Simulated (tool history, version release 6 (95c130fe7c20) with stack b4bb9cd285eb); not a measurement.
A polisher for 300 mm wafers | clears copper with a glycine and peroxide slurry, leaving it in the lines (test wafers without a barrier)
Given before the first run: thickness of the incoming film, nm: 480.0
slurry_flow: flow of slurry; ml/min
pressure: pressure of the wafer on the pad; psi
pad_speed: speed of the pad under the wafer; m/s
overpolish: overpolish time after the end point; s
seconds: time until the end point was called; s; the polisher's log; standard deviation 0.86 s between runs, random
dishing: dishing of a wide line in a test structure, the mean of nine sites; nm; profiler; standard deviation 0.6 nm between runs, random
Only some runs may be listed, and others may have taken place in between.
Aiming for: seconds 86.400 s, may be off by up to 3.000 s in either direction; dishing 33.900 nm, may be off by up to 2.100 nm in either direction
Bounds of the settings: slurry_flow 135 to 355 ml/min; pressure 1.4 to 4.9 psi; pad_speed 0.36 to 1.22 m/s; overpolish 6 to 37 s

Run 1, hour 0.0: slurry_flow 225 ml/min, pressure 3.1 psi, pad_speed 0.78 m/s, overpolish 19 s. Result: seconds 97.579 s, dishing 62.900 nm.
Run 2, hour 3.8: slurry_flow 225 ml/min, pressure 3.1 psi, pad_speed 0.78 m/s, overpolish 11 s. Result: seconds 98.282 s, dishing 40.538 nm.
Run 3, hour 6.5: slurry_flow 225 ml/min, pressure 3.1 psi, pad_speed 0.78 m/s, overpolish 6 s. Result: seconds 99.301 s, dishing 23.630 nm.
Run 4, hour 8.5: slurry_flow 225 ml/min, pressure 2.7 psi, pad_speed 0.78 m/s, overpolish 6 s. Result: seconds 107.320 s, dishing 21.565 nm.
Run 5, hour 14.8: slurry_flow 225 ml/min, pressure 2.7 psi, pad_speed 0.78 m/s, overpolish 6 s. Result: seconds 108.660 s, dishing 21.304 nm.
Run 6, hour 23.0: slurry_flow 225 ml/min, pressure 2.7 psi, pad_speed 0.78 m/s, overpolish 6 s. Result: seconds 109.150 s, dishing 21.198 nm.
Run 7, hour 25.2: slurry_flow 225 ml/min, pressure 2.8 psi, pad_speed 0.78 m/s, overpolish 6 s. Result: seconds 106.350 s, dishing 21.490 nm.
Run 8, hour 26.2: slurry_flow 225 ml/min, pressure 2.9 psi, pad_speed 0.78 m/s, overpolish 6 s. Result: seconds 103.320 s, dishing 23.106 nm.
Run 9, hour 32.9: slurry_flow 225 ml/min, pressure 2.9 psi, pad_speed 0.78 m/s, overpolish 6 s. Result: seconds 102.810 s, dishing 22.631 nm.
Run 10, hour 38.7: slurry_flow 225 ml/min, pressure 3.0 psi, pad_speed 0.78 m/s, overpolish 6 s. Result: seconds 100.910 s, dishing 23.051 nm.
Run 11, hour 40.0: slurry_flow 225 ml/min, pressure 3.1 psi, pad_speed 0.78 m/s, overpolish 6 s. Result: seconds 98.416 s, dishing 23.757 nm.
Run 12, hour 47.8: slurry_flow 230 ml/min, pressure 3.7 psi, pad_speed 0.78 m/s, overpolish 14 s. Result: seconds 83.787 s, dishing 53.819 nm.
Run 13, hour 51.1: slurry_flow 230 ml/min, pressure 3.7 psi, pad_speed 0.78 m/s, overpolish 13 s. Result: seconds 85.161 s, dishing 53.185 nm.
Run 14, hour 51.7: slurry_flow 165 ml/min, pressure 3.1 psi, pad_speed 0.94 m/s, overpolish 6 s. Result: seconds 87.910 s, dishing 26.248 nm.

Which of these 5 next moves meets every target?
Run A, hour 52.3: slurry_flow 195 ml/min, pressure 3.7 psi, pad_speed 0.76 m/s, overpolish 10 s. Result: seconds ?, dishing ?.
Run B, hour 52.3: slurry_flow 135 ml/min, pressure 3.6 psi, pad_speed 0.82 m/s, overpolish 8 s. Result: seconds ?, dishing ?.
Run C, hour 52.3: slurry_flow 145 ml/min, pressure 3.3 psi, pad_speed 0.90 m/s, overpolish 10 s. Result: seconds ?, dishing ?.
Run D, hour 52.3: slurry_flow 140 ml/min, pressure 4.1 psi, pad_speed 0.82 m/s, overpolish 7 s. Result: seconds ?, dishing ?.
Run E, hour 52.3: slurry_flow 195 ml/min, pressure 2.9 psi, pad_speed 0.88 m/s, overpolish 9 s. Result: seconds ?, dishing ?.

move  seconds  dishing
   A   86.015   41.185
   B   85.211   34.325
   C   84.274   41.666
   D   76.144   33.728
   E   93.127   35.088
A: takes the result that was furthest off past its target
B: all results in spec
C: takes the result that was furthest off past its target
D: the furthest-off result lands on target, but another misses its tolerance
E: the furthest-off result lands on target, but another misses its tolerance
Answer: B
